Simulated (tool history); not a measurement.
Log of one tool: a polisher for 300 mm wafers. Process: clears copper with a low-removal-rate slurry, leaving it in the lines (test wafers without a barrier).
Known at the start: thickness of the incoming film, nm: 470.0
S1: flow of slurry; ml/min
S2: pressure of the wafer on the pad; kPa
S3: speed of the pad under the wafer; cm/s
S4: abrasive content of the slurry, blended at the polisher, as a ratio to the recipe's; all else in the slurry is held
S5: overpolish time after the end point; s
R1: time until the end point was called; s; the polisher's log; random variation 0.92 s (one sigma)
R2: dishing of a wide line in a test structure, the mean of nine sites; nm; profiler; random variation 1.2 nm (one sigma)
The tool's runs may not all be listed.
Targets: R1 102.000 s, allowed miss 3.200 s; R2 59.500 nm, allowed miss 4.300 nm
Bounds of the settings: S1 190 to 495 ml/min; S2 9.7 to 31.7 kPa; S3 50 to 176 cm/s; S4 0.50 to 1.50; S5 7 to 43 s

run  hour   S1    S2   S3    S4  S5       R1      R2
  1   0.0  320  20.7  112  1.00  22  138.970  45.209
  2   1.7  320  20.7  112  1.00  18  137.610  39.058
  3   4.6  255  20.7  112  1.00  18  144.590  37.195
  4  11.2  305  20.7  112  1.00  18  139.950  37.679
  5  17.3  305  20.7  112  1.05  18  139.080  37.266
  6  23.6  305  20.7  112  0.85  18  141.530  37.976
  7  30.3  310  21.4  112  0.85  18  140.270  37.930
  8  35.6  315  22.1  112  0.85  19  135.260  40.544
  9  42.6  320  22.8  112  0.85  19  130.510  41.431
 10  43.4  325  23.4  112  0.85  20  127.460  45.817
 11  52.4  330  24.1  112  0.85  20  125.770  45.357
 12  59.4  335  24.8  112  0.85  20  120.630  48.162
 13  68.0  340  25.5  112  0.85  20  117.070  48.052
 14  74.9  345  25.5  112  0.85  20  115.480  48.923

4 next moves are on the table. One of them brings every result within its allowed miss. Which?
  A  81.8  355  30.3  112  1.00  22   ?   ?
  B  81.8  320  27.6   86  0.85  18   ?   ?
  C  81.8  325  21.4  112  0.90  33   ?   ?
  D  81.8  315  30.3  110  0.80  23   ?   ?

move       R1      R2
   A   94.868  62.646
   B  140.260  40.343
   C  137.470  62.111
   D  102.160  61.423
A: takes the result that was furthest off past its target
B: further off than the last run
C: further off than the last run
D: meets every target
The right move is D.
